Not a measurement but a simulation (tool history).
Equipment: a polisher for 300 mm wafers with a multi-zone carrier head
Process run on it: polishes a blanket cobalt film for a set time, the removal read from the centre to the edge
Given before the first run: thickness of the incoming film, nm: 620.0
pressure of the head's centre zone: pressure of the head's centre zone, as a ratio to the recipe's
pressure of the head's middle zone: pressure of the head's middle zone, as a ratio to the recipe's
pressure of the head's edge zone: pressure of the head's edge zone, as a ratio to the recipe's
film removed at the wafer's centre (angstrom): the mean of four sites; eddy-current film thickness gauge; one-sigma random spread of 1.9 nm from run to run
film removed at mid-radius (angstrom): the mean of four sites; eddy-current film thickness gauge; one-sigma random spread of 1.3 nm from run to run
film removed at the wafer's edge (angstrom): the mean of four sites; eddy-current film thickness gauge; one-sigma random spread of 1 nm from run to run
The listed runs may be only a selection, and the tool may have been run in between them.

run,hour,flow of slurry (ml/min),pressure of the head's centre zone,pressure of the head's middle zone,pressure of the head's edge zone,polishing time (s),film removed at the wafer's centre (angstrom),film removed at mid-radius (angstrom),film removed at the wafer's edge (angstrom)
1,0.0,210,1.00,1.00,1.00,30,1897.1,1930.2,1903.4
2,3.8,210,1.00,1.00,1.00,33,2127.7,2125.2,2088.6
3,11.2,210,1.00,1.00,1.00,37,2326.2,2346.6,2355.9
4,16.3,210,1.01,0.98,0.97,34,2185.0,2111.3,2129.1
5,20.0,210,0.95,0.98,0.97,34,2071.1,2138.6,2115.2
6,21.4,210,0.97,0.97,0.94,32,2005.6,1983.7,1984.6

What will run 7 give?
7,26.5,210,0.99,0.97,0.92,30,?,?,?

{"run 7": {"film removed at the wafer's centre (angstrom)": 1904.0, "film removed at mid-radius (angstrom)": 1888.4, "film removed at the wafer's edge (angstrom)": 1837.8}}
